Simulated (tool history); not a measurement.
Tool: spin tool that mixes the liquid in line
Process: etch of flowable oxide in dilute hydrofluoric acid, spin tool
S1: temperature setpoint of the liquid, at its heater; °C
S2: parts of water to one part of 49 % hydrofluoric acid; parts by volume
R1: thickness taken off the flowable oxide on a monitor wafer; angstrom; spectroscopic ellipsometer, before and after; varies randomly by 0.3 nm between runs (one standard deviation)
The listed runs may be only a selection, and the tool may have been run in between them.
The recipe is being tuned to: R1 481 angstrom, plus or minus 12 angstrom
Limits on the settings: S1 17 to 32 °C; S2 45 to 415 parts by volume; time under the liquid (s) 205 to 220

{"run": 1, "day": 0.0, "S1": 24, "S2": 230, "time under the liquid (s)": 205, "R1": 336.94}
{"run": 2, "day": 0.317, "S1": 27, "S2": 230, "time under the liquid (s)": 205, "R1": 373.18}
{"run": 3, "day": 0.675, "S1": 23.5, "S2": 230, "time under the liquid (s)": 205, "R1": 326.92}
{"run": 4, "day": 1.021, "S1": 24.5, "S2": 230, "time under the liquid (s)": 205, "R1": 341.07}
{"run": 5, "day": 1.096, "S1": 24.5, "S2": 230, "time under the liquid (s)": 205, "R1": 340.66}
{"run": 6, "day": 1.15, "S1": 22.5, "S2": 230, "time under the liquid (s)": 205, "R1": 316.7}
{"run": 7, "day": 1.421, "S1": 23.5, "S2": 230, "time under the liquid (s)": 205, "R1": 330.32}
{"run": 8, "day": 1.533, "S1": 27.5, "S2": 215, "time under the liquid (s)": 205, "R1": 410.13}
{"run": 9, "day": 1.688, "S1": 27.5, "S2": 215, "time under the liquid (s)": 205, "R1": 409.01}
{"run": 10, "day": 1.742, "S1": 28, "S2": 215, "time under the liquid (s)": 205, "R1": 418.74}
{"run": 11, "day": 1.817, "S1": 28, "S2": 215, "time under the liquid (s)": 205, "R1": 415.45}
{"run": 12, "day": 2.138, "S1": 28.5, "S2": 215, "time under the liquid (s)": 205, "R1": 421.27}
{"run": 13, "day": 2.45, "S1": 29, "S2": 215, "time under the liquid (s)": 205, "R1": 432.01}
{"run": 14, "day": 2.617, "S1": 29.5, "S2": 215, "time under the liquid (s)": 205, "R1": 443.75}
{"run": 15, "day": 2.788, "S1": 30.5, "S2": 215, "time under the liquid (s)": 205, "R1": 457.05}

5 candidate next runs follow, results not yet known. Just one meets every target within its allowed miss. Identify it.
{"run": "A", "day": 2.958, "S1": 26, "S2": 180, "time under the liquid (s)": 220, "R1": "?"}
{"run": "B", "day": 2.958, "S1": 30, "S2": 215, "time under the liquid (s)": 205, "R1": "?"}
{"run": "C", "day": 2.958, "S1": 31.5, "S2": 235, "time under the liquid (s)": 205, "R1": "?"}
{"run": "D", "day": 2.958, "S1": 32, "S2": 215, "time under the liquid (s)": 205, "R1": "?"}
{"run": "E", "day": 2.958, "S1": 32, "S2": 240, "time under the liquid (s)": 220, "R1": "?"}

move=A R1=524.24
move=B R1=449.98
move=C R1=421.61
move=D R1=480.94
move=E R1=447.34
A: takes the result that was furthest off past its target
B: further off than the last run
C: further off than the last run
D: hits every target within its allowed miss
E: further off than the last run
The right move is D.

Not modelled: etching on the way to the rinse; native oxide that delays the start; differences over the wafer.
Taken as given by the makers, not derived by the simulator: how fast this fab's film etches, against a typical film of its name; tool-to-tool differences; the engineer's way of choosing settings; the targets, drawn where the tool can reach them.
